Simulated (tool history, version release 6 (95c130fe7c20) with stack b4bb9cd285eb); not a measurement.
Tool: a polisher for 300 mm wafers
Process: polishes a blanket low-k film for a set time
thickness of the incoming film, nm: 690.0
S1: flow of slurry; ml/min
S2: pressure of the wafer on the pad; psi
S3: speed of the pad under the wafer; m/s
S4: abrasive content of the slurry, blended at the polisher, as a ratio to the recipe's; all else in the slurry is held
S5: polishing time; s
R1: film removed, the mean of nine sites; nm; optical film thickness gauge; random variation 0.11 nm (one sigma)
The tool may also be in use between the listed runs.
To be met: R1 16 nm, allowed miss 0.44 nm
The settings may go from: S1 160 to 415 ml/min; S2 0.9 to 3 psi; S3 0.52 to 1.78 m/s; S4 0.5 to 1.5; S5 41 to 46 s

| run | hour | S1 | S2 | S3 | S4 | S5 | R1 |
|---|---|---|---|---|---|---|---|
| 1 | 0 | 265 | 1.9 | 1.14 | 1 | 46 | 24.519 |
| 2 | 7 | 265 | 1.7 | 1.14 | 1 | 46 | 21.653 |
| 3 | 7.8 | 265 | 1.7 | 1.14 | 1 | 46 | 21.559 |
| 4 | 16.7 | 265 | 1.6 | 1.14 | 1 | 46 | 20.154 |
| 5 | 19.2 | 265 | 1.6 | 1.14 | 1 | 46 | 20.564 |
| 6 | 27.9 | 305 | 1.6 | 1.14 | 1 | 46 | 20.674 |
| 7 | 31.1 | 305 | 1.6 | 1.14 | 1 | 46 | 21.073 |
| 8 | 32.5 | 285 | 1.5 | 1.14 | 1 | 46 | 19.195 |

5 next moves are on the table. One of them brings every result within its allowed miss. Which?
| A | 33.9 | 350 | 1.3 | 1.28 | 0.8 | 46 | ? |
| B | 33.9 | 260 | 1.2 | 1.08 | 1.1 | 43 | ? |
| C | 33.9 | 360 | 1.8 | 1.12 | 0.95 | 45 | ? |
| D | 33.9 | 275 | 1.6 | 1 | 0.85 | 42 | ? |
| E | 33.9 | 250 | 1.3 | 1.34 | 1.05 | 41 | ? |

| move | R1 |
|---|---|
| A | 16.082 |
| B | 14.637 |
| C | 21.969 |
| D | 15.08 |
| E | 17.351 |
A: meets every target
B: takes the result that was furthest off past its target
C: further off than the last run
D: takes the result that was furthest off past its target
E: nearer than the last run, and not there yet
Move A is the one to make.

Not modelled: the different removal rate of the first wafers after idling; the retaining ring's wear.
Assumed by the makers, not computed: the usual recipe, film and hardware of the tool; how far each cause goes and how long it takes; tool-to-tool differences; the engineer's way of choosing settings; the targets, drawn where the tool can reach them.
